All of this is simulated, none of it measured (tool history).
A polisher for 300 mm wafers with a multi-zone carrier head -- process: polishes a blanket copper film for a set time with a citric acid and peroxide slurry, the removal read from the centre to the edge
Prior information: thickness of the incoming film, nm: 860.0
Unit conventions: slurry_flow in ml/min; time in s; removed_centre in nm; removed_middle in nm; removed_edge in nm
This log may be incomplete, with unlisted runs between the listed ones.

| run | day | slurry_flow | centre_zone | middle_zone | edge_zone | slurry_solids | time | removed_centre | removed_middle | removed_edge |
|---|---|---|---|---|---|---|---|---|---|---|
| 1 | 0.000 | 270 | 1.00 | 1.00 | 1.00 | 1.00 | 77 | 152.290 | 151.780 | 147.430 |
| 2 | 0.117 | 270 | 1.00 | 1.00 | 1.00 | 0.80 | 77 | 143.380 | 144.020 | 139.210 |
| 3 | 0.483 | 270 | 1.00 | 0.94 | 1.00 | 0.80 | 77 | 144.630 | 135.060 | 137.940 |
| 4 | 0.704 | 265 | 0.96 | 0.96 | 0.96 | 0.70 | 68 | 117.990 | 118.430 | 114.730 |
| 5 | 0.738 | 255 | 0.92 | 0.97 | 0.94 | 0.65 | 63 | 101.530 | 106.250 | 103.950 |
| 6 | 0.900 | 255 | 0.90 | 0.99 | 0.91 | 0.60 | 59 | 90.862 | 97.541 | 93.608 |
| 7 | 1.062 | 255 | 0.88 | 1.02 | 0.88 | 0.55 | 57 | 84.952 | 95.029 | 84.895 |
| 8 | 1.392 | 245 | 0.86 | 1.03 | 0.88 | 0.55 | 56 | 81.020 | 94.952 | 85.838 |
| 9 | 1.667 | 245 | 0.85 | 1.03 | 0.86 | 0.55 | 55 | 79.892 | 93.554 | 80.782 |

Expected results for the next run?
| 10 | 2.025 | 240 | 0.84 | 1.03 | 0.86 | 0.55 | 54 | ? | ? | ? |

Run 10 gave removed_centre 76.351 nm, removed_middle 90.546 nm, removed_edge 82.636 nm.

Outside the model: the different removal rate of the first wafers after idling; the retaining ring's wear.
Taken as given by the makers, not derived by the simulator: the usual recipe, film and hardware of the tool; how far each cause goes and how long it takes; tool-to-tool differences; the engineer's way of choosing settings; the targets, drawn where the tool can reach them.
